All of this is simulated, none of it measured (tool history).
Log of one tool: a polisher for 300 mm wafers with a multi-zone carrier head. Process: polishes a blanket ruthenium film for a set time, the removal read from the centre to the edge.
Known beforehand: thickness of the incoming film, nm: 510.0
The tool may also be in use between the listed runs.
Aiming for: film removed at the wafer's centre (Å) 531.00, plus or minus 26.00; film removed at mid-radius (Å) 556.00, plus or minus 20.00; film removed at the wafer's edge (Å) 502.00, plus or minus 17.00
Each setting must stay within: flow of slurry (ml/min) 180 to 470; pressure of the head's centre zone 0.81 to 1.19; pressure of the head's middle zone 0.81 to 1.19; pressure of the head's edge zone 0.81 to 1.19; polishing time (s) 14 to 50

run  hour  flow of slurry (ml/min)  pressure of the head's centre zone  pressure of the head's middle zone  pressure of the head's edge zone  polishing time (s)  film removed at the wafer's centre (Å)  film removed at mid-radius (Å)  film removed at the wafer's edge (Å)
  1   0.0                      300                                1.00                                1.00                              1.00                  32                                  348.51                          353.73                                348.50
  2   8.0                      305                                1.02                                1.02                              1.02                  34                                  373.12                          383.81                                374.29
  3   8.6                      305                                1.02                                1.02                              1.02                  42                                  470.79                          476.18                                459.58
  4  15.4                      310                                1.03                                1.04                              1.03                  42                                  472.20                          478.23                                463.82
  5  20.0                      240                                1.03                                1.04                              1.03                  42                                  450.73                          472.54                                460.71
  6  25.0                      250                                1.04                                1.06                              1.03                  42                                  459.70                          485.91                                456.70
  7  32.7                      255                                1.05                                1.07                              1.04                  42                                  466.46                          474.02                                460.60
     34.2  -- slurry nozzle cleaned
  8  34.2                      255                                1.05                                1.07                              1.04                  42                                  480.78                          503.87                                468.86
  9  41.3                      260                                1.06                                1.08                              1.05                  42                                  499.86                          500.21                                473.32
 10  44.3                      265                                1.06                                1.09                              1.06                  42                                  500.75                          515.55                                476.24
 11  49.0                      270                                1.06                                1.09                              1.07                  42                                  492.78                          514.52                                481.13
 12  51.2                      275                                1.06                                1.10                              1.07                  42                                  485.30                          512.03                                475.12
 13  52.3                      275                                1.07                                1.11                              1.08                  42                                  502.23                          513.98                                483.85
 14  59.7                      275                                1.07                                1.11                              1.08                  42                                  492.20                          521.46                                480.47
 15  62.7                      280                                1.08                                1.12                              1.09                  42                                  503.87                          529.89                                485.76

Pick the move, out of 4, that brings all results within their allowed miss; only one does.
  A  65.7                      310                                1.13                                1.18                              1.14                  42                                       ?                               ?                                     ?
  B  65.7                      290                                1.09                                1.06                              1.16                  42                                       ?                               ?                                     ?
  C  65.7                      280                                1.19                                1.19                              0.97                  42                                       ?                               ?                                     ?
  D  65.7                      275                                1.02                                1.19                              1.11                  40                                       ?                               ?                                     ?

move  film removed at the wafer's centre (Å)  film removed at mid-radius (Å)  film removed at the wafer's edge (Å)
   A                                  534.08                          545.89                                496.21
   B                                  511.88                          495.96                                499.65
   C                                  558.07                          545.76                                455.44
   D                                  454.40                          519.43                                463.02
A: every result within its allowed miss
B: the biggest miss grows against the last run
C: meets the target for the result that was furthest off, but another lies outside its allowed miss
D: the biggest miss grows against the last run
Move A is the one to make.
